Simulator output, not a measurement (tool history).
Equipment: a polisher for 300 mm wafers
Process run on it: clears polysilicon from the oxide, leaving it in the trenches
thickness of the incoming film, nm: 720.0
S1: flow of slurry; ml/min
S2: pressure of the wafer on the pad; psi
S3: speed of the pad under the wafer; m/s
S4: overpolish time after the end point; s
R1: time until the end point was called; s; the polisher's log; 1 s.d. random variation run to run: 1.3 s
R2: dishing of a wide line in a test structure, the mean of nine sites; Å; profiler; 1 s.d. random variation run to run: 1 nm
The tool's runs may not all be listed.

Run 1, hour 0.0: S1 200 ml/min, S2 2.2 psi, S3 1.24 m/s, S4 21 s. Result: R1 58.865 s, R2 414.13 Å.
Run 2, hour 5.9: S1 200 ml/min, S2 2.2 psi, S3 1.24 m/s, S4 13 s. Result: R1 58.510 s, R2 424.20 Å.
Run 3, hour 14.0: S1 200 ml/min, S2 2.2 psi, S3 1.46 m/s, S4 13 s. Result: R1 50.619 s, R2 426.80 Å.
Run 4, hour 21.6: S1 200 ml/min, S2 2.2 psi, S3 1.28 m/s, S4 13 s. Result: R1 57.343 s, R2 414.35 Å.
Run 5, hour 29.4: S1 200 ml/min, S2 2.2 psi, S3 1.14 m/s, S4 13 s. Result: R1 62.948 s, R2 420.80 Å.
Run 6, hour 37.5: S1 200 ml/min, S2 2.1 psi, S3 1.14 m/s, S4 13 s. Result: R1 66.032 s, R2 420.06 Å.
Run 7, hour 41.7: S1 200 ml/min, S2 2.0 psi, S3 1.14 m/s, S4 14 s. Result: R1 68.750 s, R2 402.85 Å.
Run 8, hour 43.5: S1 200 ml/min, S2 2.0 psi, S3 1.14 m/s, S4 14 s. Result: R1 68.647 s, R2 402.77 Å.
Run 9, hour 46.5: S1 195 ml/min, S2 2.0 psi, S3 1.08 m/s, S4 13 s. Result: R1 74.966 s, R2 393.21 Å.
Run 10, hour 50.9: S1 210 ml/min, S2 1.9 psi, S3 1.06 m/s, S4 12 s. Result: R1 77.972 s, R2 390.87 Å.

Expected results for the next run?
Run 11, hour 55.8: S1 200 ml/min, S2 1.9 psi, S3 1.04 m/s, S4 11 s. Result: R1 ?, R2 ?.

Run 11 measured R1 80.051 s, R2 383.68 Å.

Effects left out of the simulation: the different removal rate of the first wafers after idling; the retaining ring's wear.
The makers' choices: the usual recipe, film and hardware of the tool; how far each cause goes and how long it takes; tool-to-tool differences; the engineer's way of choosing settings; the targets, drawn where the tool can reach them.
